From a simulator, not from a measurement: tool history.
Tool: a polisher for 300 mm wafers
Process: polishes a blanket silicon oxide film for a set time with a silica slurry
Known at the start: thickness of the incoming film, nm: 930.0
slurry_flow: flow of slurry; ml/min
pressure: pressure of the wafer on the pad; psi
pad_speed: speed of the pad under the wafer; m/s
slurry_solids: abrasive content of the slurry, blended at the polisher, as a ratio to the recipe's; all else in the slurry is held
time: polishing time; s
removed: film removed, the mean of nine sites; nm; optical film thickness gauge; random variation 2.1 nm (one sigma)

run 1 hour=0 | slurry_flow=290 pressure=3.3 pad_speed=1.4 slurry_solids=1 time=116 | removed=346.43
run 2 hour=6.5 | slurry_flow=290 pressure=3.9 pad_speed=1.4 slurry_solids=1 time=116 | removed=402.63
run 3 hour=9.6 | slurry_flow=290 pressure=3.9 pad_speed=1.4 slurry_solids=1 time=122 | removed=422.98
run 4 hour=18.2 | slurry_flow=290 pressure=3.9 pad_speed=1.58 slurry_solids=1 time=122 | removed=463.9
run 5 hour=26.9 | slurry_flow=290 pressure=4.3 pad_speed=1.58 slurry_solids=1 time=122 | removed=510.6
run 6 hour=33.6 | slurry_flow=355 pressure=4.3 pad_speed=1.58 slurry_solids=1 time=122 | removed=522.6

Run 7 comes next. What will it give?
run 7 hour=34.6 | slurry_flow=355 pressure=3.9 pad_speed=1.58 slurry_solids=1 time=122 | removed=?

{"run 7": {"removed": 473.28}}

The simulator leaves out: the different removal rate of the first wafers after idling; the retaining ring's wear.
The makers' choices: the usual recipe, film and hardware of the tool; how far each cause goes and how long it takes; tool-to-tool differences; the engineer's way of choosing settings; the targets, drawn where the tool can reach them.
